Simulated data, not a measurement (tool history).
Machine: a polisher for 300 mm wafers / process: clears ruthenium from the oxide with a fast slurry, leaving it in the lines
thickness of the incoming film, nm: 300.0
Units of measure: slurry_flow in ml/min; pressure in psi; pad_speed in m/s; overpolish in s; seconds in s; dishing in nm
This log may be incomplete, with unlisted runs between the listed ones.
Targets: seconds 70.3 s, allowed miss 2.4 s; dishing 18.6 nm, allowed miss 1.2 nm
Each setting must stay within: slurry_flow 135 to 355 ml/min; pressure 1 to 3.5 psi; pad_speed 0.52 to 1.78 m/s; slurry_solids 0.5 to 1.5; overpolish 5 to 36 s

run,hour,slurry_flow,pressure,pad_speed,slurry_solids,overpolish,seconds,dishing
1,0,225,2.2,1.14,1,18,73.152,55.962
2,1.1,225,2.2,1.14,1,16,71.457,50.141
3,3.8,190,2.2,1.14,1,16,74.013,50.065
4,11.4,135,2.2,1.14,1,16,79.521,46.618
5,17.7,160,2.2,1.14,1,16,77.022,47.213
6,26,155,2.2,1.14,1,14,76.723,42.976
7,33.6,150,2.2,1.14,1,12,77.788,37.31
8,42.4,150,2.2,1.14,1,12,76.468,36.875
9,49,145,2.2,1.14,1,11,78.901,34.14
10,56.6,145,2.2,1.14,1,10,78.494,32.809
11,59.8,155,2.2,1.14,1,5,76.389,17.209
12,65.1,160,2.2,1.14,1,5,77.537,16.999
13,72.5,165,2.2,1.14,1,5,74.374,17.115
14,74.9,170,2.3,1.14,1,5,74.39,17.837

5 next moves are on the table. One of them brings every result within its allowed miss. Which?
A,77.3,180,2.3,1.16,1,6,?,?
B,77.3,165,2.6,0.94,1.1,5,?,?
C,77.3,175,2.3,1.1,1.15,5,?,?
D,77.3,215,1.9,1.26,1,5,?,?
E,77.3,190,2.1,1.2,0.95,6,?,?

move,seconds,dishing
A,71.741,22.314
B,75.656,17.892
C,70.356,19.16
D,75.671,17.889
E,76.511,21.013
A: puts the biggest miss on target and leaves a different result outside tolerance
B: moves away from the targets compared with the last run
C: every result lands within tolerance
D: moves away from the targets compared with the last run
E: moves away from the targets compared with the last run
So the answer is move C, the one that meets all the targets.

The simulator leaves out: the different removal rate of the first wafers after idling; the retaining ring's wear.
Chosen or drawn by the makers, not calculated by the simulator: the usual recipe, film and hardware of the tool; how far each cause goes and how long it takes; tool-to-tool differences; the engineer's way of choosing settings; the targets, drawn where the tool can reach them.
